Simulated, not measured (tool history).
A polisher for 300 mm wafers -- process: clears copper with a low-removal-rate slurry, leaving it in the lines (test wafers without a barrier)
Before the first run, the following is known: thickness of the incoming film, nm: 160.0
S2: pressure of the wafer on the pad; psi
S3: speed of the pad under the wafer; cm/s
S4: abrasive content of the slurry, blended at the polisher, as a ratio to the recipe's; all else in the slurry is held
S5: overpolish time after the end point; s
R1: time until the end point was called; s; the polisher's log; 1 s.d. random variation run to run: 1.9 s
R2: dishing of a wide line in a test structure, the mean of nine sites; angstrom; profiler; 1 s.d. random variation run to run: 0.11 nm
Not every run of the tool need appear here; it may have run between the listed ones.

Run 1, hour 0.0: flow of slurry (ml/min) 265, S2 2.0 psi, S3 88 cm/s, S4 1.00, S5 18 s. Result: R1 80.718 s, R2 195.840 angstrom.
Run 2, hour 7.2: flow of slurry (ml/min) 265, S2 2.0 psi, S3 74 cm/s, S4 1.00, S5 18 s. Result: R1 95.879 s, R2 180.590 angstrom.
Run 3, hour 9.2: flow of slurry (ml/min) 265, S2 2.0 psi, S3 74 cm/s, S4 1.20, S5 18 s. Result: R1 90.778 s, R2 182.530 angstrom.
Run 4, hour 15.9: flow of slurry (ml/min) 265, S2 2.0 psi, S3 74 cm/s, S4 1.20, S5 13 s. Result: R1 91.140 s, R2 135.680 angstrom.
Run 5, hour 21.1: flow of slurry (ml/min) 235, S2 1.7 psi, S3 80 cm/s, S4 1.30, S5 11 s. Result: R1 99.266 s, R2 116.100 angstrom.
Run 6, hour 23.0: flow of slurry (ml/min) 235, S2 1.7 psi, S3 100 cm/s, S4 1.30, S5 11 s. Result: R1 78.627 s, R2 138.000 angstrom.
Run 7, hour 27.1: flow of slurry (ml/min) 245, S2 1.5 psi, S3 98 cm/s, S4 1.35, S5 9 s. Result: R1 90.827 s, R2 98.926 angstrom.
Run 8, hour 34.3: flow of slurry (ml/min) 275, S2 1.4 psi, S3 100 cm/s, S4 1.35, S5 8 s. Result: R1 90.923 s, R2 90.663 angstrom.
Run 9, hour 42.1: flow of slurry (ml/min) 310, S2 1.3 psi, S3 100 cm/s, S4 1.40, S5 7 s. Result: R1 98.612 s, R2 77.326 angstrom.
Run 10, hour 50.2: flow of slurry (ml/min) 340, S2 1.2 psi, S3 104 cm/s, S4 1.45, S5 6 s. Result: R1 100.620 s, R2 68.977 angstrom.
Run 11, hour 55.7: flow of slurry (ml/min) 360, S2 1.1 psi, S3 106 cm/s, S4 1.45, S5 6 s. Result: R1 108.860 s, R2 63.948 angstrom.
Run 12, hour 56.7: flow of slurry (ml/min) 360, S2 1.1 psi, S3 106 cm/s, S4 1.45, S5 6 s. Result: R1 104.120 s, R2 62.609 angstrom.
Run 13, hour 62.3: flow of slurry (ml/min) 360, S2 1.1 psi, S3 106 cm/s, S4 1.45, S5 6 s. Result: R1 102.650 s, R2 62.816 angstrom.
Run 14, hour 66.3: flow of slurry (ml/min) 375, S2 1.1 psi, S3 106 cm/s, S4 1.45, S5 6 s. Result: R1 106.890 s, R2 62.625 angstrom.
Run 15, hour 71.1: flow of slurry (ml/min) 300, S2 0.9 psi, S3 102 cm/s, S4 1.45, S5 5 s. Result: R1 138.470 s, R2 42.031 angstrom.
Run 16, hour 75.2: flow of slurry (ml/min) 285, S2 0.9 psi, S3 106 cm/s, S4 1.45, S5 5 s. Result: R1 133.620 s, R2 44.857 angstrom.
Run 17, hour 82.9: flow of slurry (ml/min) 285, S2 0.9 psi, S3 110 cm/s, S4 1.45, S5 5 s. Result: R1 125.190 s, R2 44.883 angstrom.
Run 18, hour 89.3: flow of slurry (ml/min) 290, S2 0.9 psi, S3 112 cm/s, S4 1.45, S5 5 s. Result: R1 124.170 s, R2 44.955 angstrom.
Run 19, hour 94.7: flow of slurry (ml/min) 295, S2 0.9 psi, S3 114 cm/s, S4 1.45, S5 5 s. Result: R1 120.910 s, R2 45.775 angstrom.
Run 20, hour 95.4: flow of slurry (ml/min) 300, S2 0.9 psi, S3 114 cm/s, S4 1.45, S5 5 s. Result: R1 123.410 s, R2 45.205 angstrom.
Run 21, hour 103.6: flow of slurry (ml/min) 310, S2 0.9 psi, S3 116 cm/s, S4 1.45, S5 5 s. Result: R1 117.030 s, R2 46.491 angstrom.
Run 22, hour 106.4: flow of slurry (ml/min) 315, S2 0.9 psi, S3 116 cm/s, S4 1.45, S5 5 s. Result: R1 121.400 s, R2 47.890 angstrom.

Forecast run 23:
Run 23, hour 115.0: flow of slurry (ml/min) 290, S2 1.1 psi, S3 118 cm/s, S4 1.45, S5 5 s. Result: R1 ?, R2 ?.

R1: 98.418 s
R2: 59.480 angstrom
